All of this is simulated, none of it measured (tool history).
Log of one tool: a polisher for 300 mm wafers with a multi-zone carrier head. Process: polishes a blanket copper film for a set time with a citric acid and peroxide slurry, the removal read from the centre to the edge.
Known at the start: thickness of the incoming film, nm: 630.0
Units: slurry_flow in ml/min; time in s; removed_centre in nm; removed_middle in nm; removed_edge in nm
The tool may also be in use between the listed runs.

run,day,slurry_flow,centre_zone,middle_zone,edge_zone,slurry_solids,time,removed_centre,removed_middle,removed_edge
1,0,295,1,1,1,1,32,96.558,100.22,98.263
2,0.258,290,0.96,0.99,0.96,0.85,31,88.009,92.782,92.045
3,0.471,225,0.96,0.99,0.96,0.85,31,85.708,88.828,89.471
4,0.8,225,0.96,0.92,0.96,0.85,31,85.382,84.256,89.352
5,0.971,225,0.96,0.92,0.96,0.85,39,106.85,103.8,113.42
6,1.262,225,0.96,0.92,1.01,0.85,39,107.84,105.59,114.54
7,1.462,230,0.94,0.96,1,0.75,36,95.264,96.639,104.87
8,1.679,235,0.93,1,0.96,0.7,33,86.898,94.525,92.567
9,1.996,230,0.9,0.99,0.94,0.65,32,77.47,86.494,88.528
10,2.242,225,0.9,1,0.91,0.6,31,75.993,86.916,81.464
11,2.396,225,0.9,1,0.91,0.6,31,75.464,86.916,82.43

Run 12 comes next. What will it give?
12,2.638,220,0.89,0.99,0.9,0.6,31,?,?,?

removed_centre: 73.108 nm
removed_middle: 84.379 nm
removed_edge: 81.902 nm

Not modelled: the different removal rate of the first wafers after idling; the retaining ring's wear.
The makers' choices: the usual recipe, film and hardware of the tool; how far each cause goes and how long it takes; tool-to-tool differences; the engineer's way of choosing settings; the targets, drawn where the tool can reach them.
